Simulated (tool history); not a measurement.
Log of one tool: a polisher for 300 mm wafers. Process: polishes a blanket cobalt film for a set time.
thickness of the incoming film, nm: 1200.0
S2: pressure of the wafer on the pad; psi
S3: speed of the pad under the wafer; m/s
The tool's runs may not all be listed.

Run 1, hour 0: flow of slurry (ml/min) 260, S2 1.5 psi, S3 1.06 m/s, polishing time (s) 47. Result: film removed (nm) 228.91.
Run 2, hour 8.2: flow of slurry (ml/min) 260, S2 1.4 psi, S3 1.04 m/s, polishing time (s) 47. Result: film removed (nm) 209.93.
Run 3, hour 13.7: flow of slurry (ml/min) 260, S2 1.4 psi, S3 1.04 m/s, polishing time (s) 42. Result: film removed (nm) 187.13.
Run 4, hour 17.8: flow of slurry (ml/min) 260, S2 1.4 psi, S3 1.04 m/s, polishing time (s) 42. Result: film removed (nm) 189.6.
Run 5, hour 24.3: flow of slurry (ml/min) 260, S2 1.4 psi, S3 1.04 m/s, polishing time (s) 47. Result: film removed (nm) 210.5.
Run 6, hour 32.4: flow of slurry (ml/min) 260, S2 1.4 psi, S3 1.24 m/s, polishing time (s) 47. Result: film removed (nm) 251.94.

The next listed run, before its measurement:
Run 7, hour 38.5: flow of slurry (ml/min) 260, S2 1 psi, S3 0.94 m/s, polishing time (s) 45. Result: film removed (nm) ?.

{"run 7": {"film removed (nm)": 153.56}}
